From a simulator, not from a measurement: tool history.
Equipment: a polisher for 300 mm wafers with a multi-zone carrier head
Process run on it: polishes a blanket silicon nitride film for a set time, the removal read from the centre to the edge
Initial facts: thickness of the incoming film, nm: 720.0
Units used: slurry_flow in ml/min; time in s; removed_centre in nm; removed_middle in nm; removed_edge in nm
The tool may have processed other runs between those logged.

{"run": 1, "hour": 0.0, "slurry_flow": 255, "centre_zone": 1.0, "middle_zone": 1.0, "edge_zone": 1.0, "time": 72, "removed_centre": 127.65, "removed_middle": 120.04, "removed_edge": 125.18}
{"run": 2, "hour": 5.9, "slurry_flow": 305, "centre_zone": 1.0, "middle_zone": 1.0, "edge_zone": 1.0, "time": 72, "removed_centre": 126.95, "removed_middle": 127.87, "removed_edge": 125.7}
{"run": 3, "hour": 12.7, "slurry_flow": 305, "centre_zone": 1.0, "middle_zone": 1.0, "edge_zone": 1.04, "time": 72, "removed_centre": 123.98, "removed_middle": 125.76, "removed_edge": 126.67}
{"run": 4, "hour": 21.3, "slurry_flow": 305, "centre_zone": 0.93, "middle_zone": 1.0, "edge_zone": 1.04, "time": 72, "removed_centre": 122.81, "removed_middle": 128.0, "removed_edge": 126.34}
{"run": 5, "hour": 22.8, "slurry_flow": 315, "centre_zone": 0.9, "middle_zone": 1.02, "edge_zone": 1.06, "time": 61, "removed_centre": 96.049, "removed_middle": 106.71, "removed_edge": 109.13}
{"run": 6, "hour": 24.6, "slurry_flow": 330, "centre_zone": 0.9, "middle_zone": 1.04, "edge_zone": 1.01, "time": 55, "removed_centre": 89.761, "removed_middle": 99.013, "removed_edge": 95.05}
{"run": 7, "hour": 32.0, "slurry_flow": 335, "centre_zone": 0.88, "middle_zone": 1.06, "edge_zone": 1.01, "time": 51, "removed_centre": 80.173, "removed_middle": 96.817, "removed_edge": 89.863}
{"run": 8, "hour": 36.7, "slurry_flow": 320, "centre_zone": 0.85, "middle_zone": 1.02, "edge_zone": 0.91, "time": 39, "removed_centre": 57.881, "removed_middle": 67.231, "removed_edge": 66.744}
{"hour": 39.1, "done": "slurry nozzle cleaned"}
{"run": 9, "hour": 39.1, "slurry_flow": 325, "centre_zone": 0.86, "middle_zone": 1.04, "edge_zone": 0.93, "time": 39, "removed_centre": 60.928, "removed_middle": 72.129, "removed_edge": 67.743}
{"run": 10, "hour": 40.1, "slurry_flow": 325, "centre_zone": 0.86, "middle_zone": 1.05, "edge_zone": 0.95, "time": 39, "removed_centre": 62.026, "removed_middle": 74.586, "removed_edge": 67.637}

What will run 11 give?
{"run": 11, "hour": 44.8, "slurry_flow": 330, "centre_zone": 0.86, "middle_zone": 1.05, "edge_zone": 0.96, "time": 39, "removed_centre": "?", "removed_middle": "?", "removed_edge": "?"}

removed_centre: 62.582 nm
removed_middle: 73.258 nm
removed_edge: 67.544 nm
